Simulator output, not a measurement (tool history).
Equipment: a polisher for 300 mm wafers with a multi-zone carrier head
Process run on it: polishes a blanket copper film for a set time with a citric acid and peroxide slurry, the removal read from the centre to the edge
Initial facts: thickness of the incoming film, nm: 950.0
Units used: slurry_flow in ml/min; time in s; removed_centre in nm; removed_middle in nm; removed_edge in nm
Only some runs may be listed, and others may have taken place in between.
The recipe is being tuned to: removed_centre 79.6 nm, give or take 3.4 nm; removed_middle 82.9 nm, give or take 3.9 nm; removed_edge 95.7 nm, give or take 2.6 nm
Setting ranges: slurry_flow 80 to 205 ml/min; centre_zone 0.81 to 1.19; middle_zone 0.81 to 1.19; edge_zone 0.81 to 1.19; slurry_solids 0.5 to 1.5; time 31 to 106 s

run,hour,slurry_flow,centre_zone,middle_zone,edge_zone,slurry_solids,time,removed_centre,removed_middle,removed_edge
1,0,135,1,1,1,1,68,155.27,156.02,163.51
2,5.2,125,0.95,0.96,0.97,0.85,60,123.11,125.06,133.35
3,12.1,115,0.91,0.92,0.95,0.75,57,105.29,110.24,119.54
4,14.1,105,0.89,0.89,0.94,0.65,55,92.993,98.605,108.16
5,22.4,100,0.88,0.86,0.93,0.6,55,87.127,91.672,104.82
6,24.2,95,0.88,0.85,0.9,0.6,55,86.768,87.996,99.767
7,29.3,90,0.87,0.84,0.9,0.6,55,83.258,86.648,100.35
8,37.7,90,0.87,0.84,0.9,0.6,55,83.902,83.778,100.09
9,42.2,90,0.86,0.85,0.89,0.6,55,82.329,87.641,98.482

Which single option among these 4 for the next run brings every result within its allowed miss of target? Just one does.
A,46.7,90,0.85,0.87,0.91,0.6,56,?,?,?
B,46.7,105,1.01,0.94,0.9,0.55,48,?,?,?
C,46.7,105,0.83,0.83,0.86,0.65,51,?,?,?
D,46.7,85,0.84,0.83,0.92,0.65,55,?,?,?

move,removed_centre,removed_middle,removed_edge
A,83.777,90.249,101.54
B,88.417,84.519,87.176
C,81.119,85.422,95.708
D,81.16,85.478,101.3
A: its largest miss is bigger than the last run's
B: brings the last run's worst result on target, with another outside its allowed miss
C: all results in spec
D: brings the last run's worst result on target, with another outside its allowed miss
C meets every target.

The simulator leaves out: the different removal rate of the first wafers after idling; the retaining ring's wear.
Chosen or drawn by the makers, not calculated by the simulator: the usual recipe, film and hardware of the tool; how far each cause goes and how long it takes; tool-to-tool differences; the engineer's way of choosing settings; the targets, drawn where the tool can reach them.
